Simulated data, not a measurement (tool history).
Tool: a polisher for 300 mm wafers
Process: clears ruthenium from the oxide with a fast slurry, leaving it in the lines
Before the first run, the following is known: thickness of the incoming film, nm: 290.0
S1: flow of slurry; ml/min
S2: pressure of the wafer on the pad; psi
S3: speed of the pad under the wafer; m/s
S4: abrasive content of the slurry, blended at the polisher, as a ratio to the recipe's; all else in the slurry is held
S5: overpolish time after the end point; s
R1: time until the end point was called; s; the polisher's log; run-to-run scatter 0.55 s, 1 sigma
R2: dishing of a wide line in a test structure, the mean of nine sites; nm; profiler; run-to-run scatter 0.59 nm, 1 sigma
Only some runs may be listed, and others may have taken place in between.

run 1 hour=0 | S1=310 S2=2.4 S3=1.28 S4=1 S5=10 | R1=71.605 R2=32.947
run 2 hour=4.7 | S1=305 S2=2.6 S3=1.28 S4=1 S5=12 | R1=67.844 R2=42.654
run 3 hour=9.1 | S1=265 S2=2.6 S3=1.28 S4=1 S5=12 | R1=66.628 R2=40.585
run 4 hour=14.5 | S1=265 S2=2.6 S3=1.56 S4=1 S5=12 | R1=55.977 R2=49.162
run 5 hour=17.8 | S1=255 S2=2.4 S3=1.56 S4=1 S5=13 | R1=61.368 R2=48.685
run 6 hour=25.2 | S1=255 S2=2.3 S3=1.56 S4=1 S5=13 | R1=63.506 R2=47.432
run 7 hour=30.7 | S1=265 S2=2.3 S3=1.56 S4=1 S5=13 | R1=63.044 R2=48.85

Run 8 is up next; what results do you expect?
run 8 hour=35.9 | S1=265 S2=2.2 S3=1.56 S4=1 S5=13 | R1=? R2=?

For run 8 the tool returned R1 65.562 s, R2 45.434 nm.

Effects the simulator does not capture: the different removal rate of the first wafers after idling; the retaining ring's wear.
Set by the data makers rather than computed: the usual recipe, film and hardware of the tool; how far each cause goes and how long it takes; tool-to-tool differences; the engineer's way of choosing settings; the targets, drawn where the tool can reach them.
